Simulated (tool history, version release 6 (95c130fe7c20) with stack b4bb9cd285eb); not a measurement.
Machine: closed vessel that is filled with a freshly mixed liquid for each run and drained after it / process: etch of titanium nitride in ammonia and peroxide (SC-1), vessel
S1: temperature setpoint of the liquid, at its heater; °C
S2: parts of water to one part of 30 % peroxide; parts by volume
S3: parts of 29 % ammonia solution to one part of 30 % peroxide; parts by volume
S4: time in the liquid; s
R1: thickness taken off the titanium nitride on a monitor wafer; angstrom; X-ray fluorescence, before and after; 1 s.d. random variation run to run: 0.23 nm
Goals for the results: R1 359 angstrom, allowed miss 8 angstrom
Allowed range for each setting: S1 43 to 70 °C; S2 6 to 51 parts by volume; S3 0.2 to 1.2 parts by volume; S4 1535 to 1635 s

run 1 hour=0 | S1=59 S2=28.5 S3=0.75 S4=1535 | R1=560.34
run 2 hour=6.3 | S1=59 S2=28.5 S3=0.75 S4=1635 | R1=592.15
run 3 hour=15.2 | S1=59 S2=19 S3=0.75 S4=1635 | R1=746.45
run 4 hour=23.3 | S1=59 S2=19 S3=0.9 S4=1635 | R1=765.8
run 5 hour=24.3 | S1=59 S2=19 S3=0.75 S4=1635 | R1=735.46
run 6 hour=24.9 | S1=59 S2=19 S3=0.6 S4=1635 | R1=716.88
run 7 hour=29.3 | S1=55.5 S2=19 S3=0.6 S4=1635 | R1=562.06
run 8 hour=33.3 | S1=53 S2=19 S3=0.6 S4=1635 | R1=471.69
run 9 hour=38.4 | S1=51.5 S2=19 S3=0.6 S4=1635 | R1=429.05
run 10 hour=42.7 | S1=50.5 S2=19 S3=0.6 S4=1635 | R1=403.6
run 11 hour=44.9 | S1=50 S2=19 S3=0.6 S4=1635 | R1=386.21
run 12 hour=51.3 | S1=49.5 S2=19 S3=0.6 S4=1635 | R1=376.39

Next run, 5 choices. One meets every target within its allowed miss, the rest don't. Which?
run A hour=57.7 | S1=51 S2=19 S3=0.45 S4=1630 | R1=?
run B hour=57.7 | S1=51 S2=20.5 S3=0.55 S4=1635 | R1=?
run C hour=57.7 | S1=53.5 S2=30 S3=0.7 S4=1625 | R1=?
run D hour=57.7 | S1=49.5 S2=14 S3=0.4 S4=1535 | R1=?
run E hour=57.7 | S1=50 S2=17 S3=0.4 S4=1535 | R1=?

move=A R1=391.53
move=B R1=390.75
move=C R1=389.22
move=D R1=384.63
move=E R1=357.94
A: the biggest miss grows against the last run
B: the biggest miss grows against the last run
C: the biggest miss grows against the last run
D: the biggest miss grows against the last run
E: in spec on every target
E is the move that brings every result within its allowed miss.

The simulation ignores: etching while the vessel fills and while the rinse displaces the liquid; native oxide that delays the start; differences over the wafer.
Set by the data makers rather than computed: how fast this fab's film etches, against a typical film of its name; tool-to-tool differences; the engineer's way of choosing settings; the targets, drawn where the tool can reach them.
